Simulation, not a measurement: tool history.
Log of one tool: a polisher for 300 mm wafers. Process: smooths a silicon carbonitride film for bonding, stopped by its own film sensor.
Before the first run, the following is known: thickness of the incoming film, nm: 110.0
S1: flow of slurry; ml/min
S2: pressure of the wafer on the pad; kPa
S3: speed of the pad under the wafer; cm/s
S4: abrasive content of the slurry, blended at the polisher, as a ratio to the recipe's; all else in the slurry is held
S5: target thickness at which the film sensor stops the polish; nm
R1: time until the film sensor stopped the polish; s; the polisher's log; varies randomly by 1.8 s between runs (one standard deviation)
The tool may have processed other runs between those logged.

{"run": 1, "day": 0.0, "S1": 185, "S2": 18.6, "S3": 80, "S4": 1.0, "S5": 77, "R1": 110.58}
{"run": 2, "day": 0.142, "S1": 145, "S2": 18.6, "S3": 80, "S4": 1.0, "S5": 77, "R1": 114.81}
{"run": 3, "day": 0.425, "S1": 190, "S2": 18.6, "S3": 80, "S4": 1.0, "S5": 77, "R1": 109.82}
{"run": 4, "day": 0.779, "S1": 190, "S2": 17.9, "S3": 80, "S4": 1.0, "S5": 77, "R1": 113.25}
{"run": 5, "day": 1.029, "S1": 190, "S2": 22.1, "S3": 80, "S4": 1.0, "S5": 77, "R1": 93.697}
{"run": 6, "day": 1.25, "S1": 190, "S2": 24.1, "S3": 80, "S4": 1.0, "S5": 77, "R1": 83.896}

The next listed run, before its measurement:
{"run": 7, "day": 1.362, "S1": 190, "S2": 19.3, "S3": 76, "S4": 1.0, "S5": 77, "R1": "?"}

For run 7 the tool returned R1 110.890 s.
